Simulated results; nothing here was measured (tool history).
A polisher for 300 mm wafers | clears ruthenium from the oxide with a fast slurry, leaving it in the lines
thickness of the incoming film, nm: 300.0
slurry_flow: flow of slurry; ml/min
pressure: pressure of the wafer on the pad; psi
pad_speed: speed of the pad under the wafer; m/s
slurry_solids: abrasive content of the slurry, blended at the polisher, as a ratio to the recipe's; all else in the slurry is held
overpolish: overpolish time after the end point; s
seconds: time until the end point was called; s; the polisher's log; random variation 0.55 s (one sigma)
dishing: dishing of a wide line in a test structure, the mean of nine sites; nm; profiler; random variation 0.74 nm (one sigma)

| run | hour | slurry_flow | pressure | pad_speed | slurry_solids | overpolish | seconds | dishing |
|---|---|---|---|---|---|---|---|---|
| 1 | 0 | 205 | 3.3 | 1.16 | 1 | 16 | 51.699 | 53.695 |
| 2 | 1 | 205 | 3.4 | 1.16 | 1 | 14 | 51.86 | 48.982 |
| 3 | 1.9 | 205 | 2.7 | 1.16 | 1 | 14 | 60.257 | 43.713 |
| 4 | 3.8 | 205 | 2.7 | 1.3 | 1 | 14 | 53.925 | 45.477 |
| 5 | 10.2 | 205 | 2.7 | 1.54 | 1 | 14 | 44.521 | 53.389 |
| 6 | 16.7 | 205 | 2.7 | 1.76 | 1 | 14 | 38.707 | 59.662 |
| 7 | 24.9 | 205 | 2.6 | 1.76 | 1 | 13 | 40.358 | 55.297 |

Run 8 comes next. What will it give?
| 8 | 27.8 | 205 | 2.6 | 1.76 | 1 | 12 | ? | ? |

seconds: 39.79 s
dishing: 51.299 nm
